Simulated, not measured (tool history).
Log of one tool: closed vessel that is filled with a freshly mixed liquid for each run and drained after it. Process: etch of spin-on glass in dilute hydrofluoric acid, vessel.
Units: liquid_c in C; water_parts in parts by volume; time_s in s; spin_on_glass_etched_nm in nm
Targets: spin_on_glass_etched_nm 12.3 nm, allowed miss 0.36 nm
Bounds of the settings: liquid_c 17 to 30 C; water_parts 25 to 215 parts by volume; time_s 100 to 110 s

run 1 hour=0 | liquid_c=22 water_parts=120 time_s=100 | spin_on_glass_etched_nm=21.089
run 2 hour=1.6 | liquid_c=22 water_parts=135 time_s=100 | spin_on_glass_etched_nm=18.414
run 3 hour=4.7 | liquid_c=22 water_parts=160 time_s=100 | spin_on_glass_etched_nm=15.045
run 4 hour=12.7 | liquid_c=24.5 water_parts=160 time_s=100 | spin_on_glass_etched_nm=16.674
-- hour=14.1 hydrofluoric acid flow meter replaced
run 5 hour=14.1 | liquid_c=22.5 water_parts=160 time_s=100 | spin_on_glass_etched_nm=16.991
run 6 hour=16.8 | liquid_c=21 water_parts=175 time_s=100 | spin_on_glass_etched_nm=14.342
run 7 hour=18.4 | liquid_c=20 water_parts=180 time_s=100 | spin_on_glass_etched_nm=13.213
run 8 hour=23.7 | liquid_c=19.5 water_parts=180 time_s=100 | spin_on_glass_etched_nm=12.933
run 9 hour=31 | liquid_c=19 water_parts=180 time_s=100 | spin_on_glass_etched_nm=12.773

Which of these 4 next moves meets every target?
run A hour=38.3 | liquid_c=18.5 water_parts=190 time_s=100 | spin_on_glass_etched_nm=?
run B hour=38.3 | liquid_c=19 water_parts=180 time_s=105 | spin_on_glass_etched_nm=?
run C hour=38.3 | liquid_c=18 water_parts=170 time_s=105 | spin_on_glass_etched_nm=?
run D hour=38.3 | liquid_c=19.5 water_parts=205 time_s=110 | spin_on_glass_etched_nm=?

move=A spin_on_glass_etched_nm=11.714
move=B spin_on_glass_etched_nm=13.371
move=C spin_on_glass_etched_nm=13.738
move=D spin_on_glass_etched_nm=12.241
A: takes the result that was furthest off past its target
B: further off than the last run
C: further off than the last run
D: meets every target
Move D is the one to make.

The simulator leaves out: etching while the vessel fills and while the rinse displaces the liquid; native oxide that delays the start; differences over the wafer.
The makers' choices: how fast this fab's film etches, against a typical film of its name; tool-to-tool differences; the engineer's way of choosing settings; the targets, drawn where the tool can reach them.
